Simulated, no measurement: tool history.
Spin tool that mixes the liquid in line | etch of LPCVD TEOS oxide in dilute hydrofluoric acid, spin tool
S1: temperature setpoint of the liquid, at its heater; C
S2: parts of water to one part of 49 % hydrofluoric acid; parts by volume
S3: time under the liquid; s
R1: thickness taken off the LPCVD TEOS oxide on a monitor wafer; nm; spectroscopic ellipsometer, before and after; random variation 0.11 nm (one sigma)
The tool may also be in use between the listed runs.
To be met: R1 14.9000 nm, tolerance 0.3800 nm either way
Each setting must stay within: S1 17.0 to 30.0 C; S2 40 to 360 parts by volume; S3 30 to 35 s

Run 1, day 0.000: S1 22.0 C, S2 200 parts by volume, S3 35 s. Result: R1 6.8283 nm.
Run 2, day 0.283: S1 24.5 C, S2 175 parts by volume, S3 35 s. Result: R1 8.8828 nm.
Run 3, day 0.417: S1 27.5 C, S2 175 parts by volume, S3 35 s. Result: R1 9.8854 nm.
Run 4, day 0.742: S1 25.0 C, S2 175 parts by volume, S3 35 s. Result: R1 9.0238 nm.
Run 5, day 0.979: S1 26.5 C, S2 175 parts by volume, S3 35 s. Result: R1 9.4632 nm.
Run 6, day 1.171: S1 29.0 C, S2 175 parts by volume, S3 35 s. Result: R1 10.4110 nm.
Run 7, day 1.471: S1 29.5 C, S2 160 parts by volume, S3 35 s. Result: R1 11.8770 nm.
Run 8, day 1.658: S1 29.5 C, S2 150 parts by volume, S3 35 s. Result: R1 12.8920 nm.
Run 9, day 1.708: S1 29.5 C, S2 145 parts by volume, S3 35 s. Result: R1 13.1450 nm.
Run 10, day 1.954: S1 30.0 C, S2 125 parts by volume, S3 35 s. Result: R1 15.9180 nm.
Run 11, day 2.058: S1 29.5 C, S2 125 parts by volume, S3 35 s. Result: R1 15.8870 nm.
Run 12, day 2.208: S1 29.0 C, S2 125 parts by volume, S3 35 s. Result: R1 15.5640 nm.

Which of these 5 next moves meets every target?
Run A, day 2.358: S1 30.0 C, S2 125 parts by volume, S3 35 s. Result: R1 ?.
Run B, day 2.358: S1 29.5 C, S2 115 parts by volume, S3 30 s. Result: R1 ?.
Run C, day 2.358: S1 27.5 C, S2 115 parts by volume, S3 35 s. Result: R1 ?.
Run D, day 2.358: S1 29.5 C, S2 125 parts by volume, S3 35 s. Result: R1 ?.
Run E, day 2.358: S1 30.0 C, S2 120 parts by volume, S3 35 s. Result: R1 ?.

move       R1
   A  15.9360
   B  14.7760
   C  15.9910
   D  15.6460
   E  16.7140
A: the biggest miss grows against the last run
B: each result inside its tolerance
C: the biggest miss grows against the last run
D: the biggest miss grows against the last run
E: the biggest miss grows against the last run
Answer: B

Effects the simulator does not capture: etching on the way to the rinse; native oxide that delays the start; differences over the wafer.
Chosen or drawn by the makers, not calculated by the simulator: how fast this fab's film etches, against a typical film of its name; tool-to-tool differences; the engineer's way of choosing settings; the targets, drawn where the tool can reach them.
